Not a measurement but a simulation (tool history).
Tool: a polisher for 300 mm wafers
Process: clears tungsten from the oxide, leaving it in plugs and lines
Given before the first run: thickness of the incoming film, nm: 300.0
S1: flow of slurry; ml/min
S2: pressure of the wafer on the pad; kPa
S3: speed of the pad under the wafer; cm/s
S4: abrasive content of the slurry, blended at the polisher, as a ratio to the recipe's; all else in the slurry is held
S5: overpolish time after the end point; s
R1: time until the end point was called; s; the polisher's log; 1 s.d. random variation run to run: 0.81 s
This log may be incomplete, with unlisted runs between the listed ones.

{"run": 1, "day": 0.0, "S1": 145, "S2": 33.8, "S3": 126, "S4": 1.0, "S5": 8, "R1": 33.433}
{"run": 2, "day": 0.112, "S1": 145, "S2": 33.8, "S3": 126, "S4": 0.8, "S5": 8, "R1": 35.747}
{"run": 3, "day": 0.158, "S1": 145, "S2": 33.8, "S3": 126, "S4": 0.65, "S5": 8, "R1": 38.237}
{"run": 4, "day": 0.35, "S1": 145, "S2": 33.8, "S3": 126, "S4": 0.65, "S5": 8, "R1": 38.021}
{"run": 5, "day": 0.458, "S1": 145, "S2": 29.6, "S3": 124, "S4": 0.65, "S5": 8, "R1": 43.9}
{"run": 6, "day": 0.596, "S1": 145, "S2": 22.8, "S3": 124, "S4": 0.65, "S5": 8, "R1": 55.809}
{"run": 7, "day": 0.95, "S1": 145, "S2": 22.1, "S3": 124, "S4": 0.65, "S5": 8, "R1": 57.062}

What will run 8 give?
{"run": 8, "day": 1.054, "S1": 135, "S2": 17.9, "S3": 124, "S4": 0.65, "S5": 8, "R1": "?"}

{"run 8": {"R1": 70.565}}
